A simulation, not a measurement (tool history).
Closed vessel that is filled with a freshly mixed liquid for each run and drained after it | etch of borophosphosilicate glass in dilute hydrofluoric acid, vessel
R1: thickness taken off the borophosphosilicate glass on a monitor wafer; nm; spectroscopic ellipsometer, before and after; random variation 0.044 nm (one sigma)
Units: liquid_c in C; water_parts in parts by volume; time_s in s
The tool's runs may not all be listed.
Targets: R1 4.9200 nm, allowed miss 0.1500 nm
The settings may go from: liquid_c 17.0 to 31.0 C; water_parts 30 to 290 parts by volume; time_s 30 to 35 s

Run 1, hour 0.0: liquid_c 23.0 C, water_parts 160 parts by volume, time_s 35 s. Result: R1 10.4990 nm.
Run 2, hour 0.8: liquid_c 23.0 C, water_parts 160 parts by volume, time_s 35 s. Result: R1 10.5510 nm.
Run 3, hour 3.4: liquid_c 22.0 C, water_parts 170 parts by volume, time_s 35 s. Result: R1 9.4019 nm.
Run 4, hour 9.5: liquid_c 24.0 C, water_parts 170 parts by volume, time_s 35 s. Result: R1 10.2190 nm.
Run 5, hour 13.9: liquid_c 23.0 C, water_parts 180 parts by volume, time_s 35 s. Result: R1 9.0992 nm.
Run 6, hour 20.6: liquid_c 26.5 C, water_parts 180 parts by volume, time_s 35 s. Result: R1 10.5910 nm.
Run 7, hour 23.5: liquid_c 25.0 C, water_parts 190 parts by volume, time_s 35 s. Result: R1 9.2782 nm.
Run 8, hour 29.5: liquid_c 24.0 C, water_parts 195 parts by volume, time_s 35 s. Result: R1 8.5167 nm.
Run 9, hour 32.7: liquid_c 23.0 C, water_parts 200 parts by volume, time_s 35 s. Result: R1 8.0174 nm.
Run 10, hour 33.5: liquid_c 22.0 C, water_parts 205 parts by volume, time_s 35 s. Result: R1 7.4559 nm.
Run 11, hour 36.6: liquid_c 22.0 C, water_parts 205 parts by volume, time_s 35 s. Result: R1 7.4508 nm.
Run 12, hour 37.7: liquid_c 21.5 C, water_parts 210 parts by volume, time_s 35 s. Result: R1 7.1654 nm.
Run 13, hour 45.2: liquid_c 21.0 C, water_parts 215 parts by volume, time_s 35 s. Result: R1 6.8339 nm.
Run 14, hour 50.6: liquid_c 20.5 C, water_parts 220 parts by volume, time_s 35 s. Result: R1 6.5505 nm.
Run 15, hour 59.1: liquid_c 20.0 C, water_parts 225 parts by volume, time_s 35 s. Result: R1 6.2194 nm.
Run 16, hour 60.8: liquid_c 19.5 C, water_parts 230 parts by volume, time_s 35 s. Result: R1 6.0824 nm.
Run 17, hour 62.0: liquid_c 19.0 C, water_parts 235 parts by volume, time_s 35 s. Result: R1 5.6730 nm.
Run 18, hour 64.0: liquid_c 18.0 C, water_parts 245 parts by volume, time_s 35 s. Result: R1 5.1552 nm.
Run 19, hour 65.0: liquid_c 17.5 C, water_parts 245 parts by volume, time_s 35 s. Result: R1 5.1284 nm.

Which of these 5 next moves meets every target?
Run A, hour 66.0: liquid_c 17.5 C, water_parts 235 parts by volume, time_s 30 s. Result: R1 ?.
Run B, hour 66.0: liquid_c 17.5 C, water_parts 210 parts by volume, time_s 30 s. Result: R1 ?.
Run C, hour 66.0: liquid_c 17.5 C, water_parts 225 parts by volume, time_s 30 s. Result: R1 ?.
Run D, hour 66.0: liquid_c 17.0 C, water_parts 235 parts by volume, time_s 35 s. Result: R1 ?.
Run E, hour 66.0: liquid_c 17.5 C, water_parts 225 parts by volume, time_s 35 s. Result: R1 ?.

move      R1
   A  4.5843
   B  5.2474
   C  4.8312
   D  5.2449
   E  5.6364
A: takes the result that was furthest off past its target
B: further off than the last run
C: meets every target
D: further off than the last run
E: further off than the last run
Move C is the one to make.

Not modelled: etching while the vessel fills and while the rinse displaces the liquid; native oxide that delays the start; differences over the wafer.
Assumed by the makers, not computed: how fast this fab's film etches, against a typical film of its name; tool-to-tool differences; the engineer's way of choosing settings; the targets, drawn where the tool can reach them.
